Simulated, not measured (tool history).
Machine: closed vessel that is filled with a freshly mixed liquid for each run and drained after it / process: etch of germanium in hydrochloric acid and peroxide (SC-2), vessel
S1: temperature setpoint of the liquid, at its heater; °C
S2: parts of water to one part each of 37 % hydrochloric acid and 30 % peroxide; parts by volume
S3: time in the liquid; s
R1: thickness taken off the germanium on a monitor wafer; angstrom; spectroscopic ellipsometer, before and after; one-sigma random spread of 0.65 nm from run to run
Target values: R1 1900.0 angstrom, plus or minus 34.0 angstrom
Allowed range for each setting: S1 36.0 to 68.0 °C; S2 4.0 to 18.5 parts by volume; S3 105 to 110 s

run,hour,S1,S2,S3,R1
1,0.0,52.0,10.5,105,2549.0
2,2.1,52.0,10.5,105,2553.2
3,7.5,56.0,10.5,105,2893.2
4,9.5,52.5,10.5,105,2587.5
5,13.4,52.5,10.5,105,2610.7
6,21.6,48.0,10.5,105,2268.1
7,24.8,48.0,10.5,105,2259.2
8,33.4,47.0,10.5,105,2181.1
9,38.4,46.0,10.5,105,2102.9
10,40.8,45.5,10.5,105,2078.9
11,41.8,42.0,10.5,105,1841.6

Which single option among these 4 for the next run brings every result within its allowed miss of target? Just one does.
A,42.8,44.0,9.0,105,?
B,42.8,42.0,12.0,105,?
C,42.8,41.5,10.5,110,?
D,42.8,39.5,9.0,110,?

move,R1
A,2013.0
B,1836.7
C,1917.2
D,1814.2
A: carries the result that was furthest off beyond its target, to the other side
B: its largest miss is bigger than the last run's
C: every result within its allowed miss
D: its largest miss is bigger than the last run's
The right move is C.

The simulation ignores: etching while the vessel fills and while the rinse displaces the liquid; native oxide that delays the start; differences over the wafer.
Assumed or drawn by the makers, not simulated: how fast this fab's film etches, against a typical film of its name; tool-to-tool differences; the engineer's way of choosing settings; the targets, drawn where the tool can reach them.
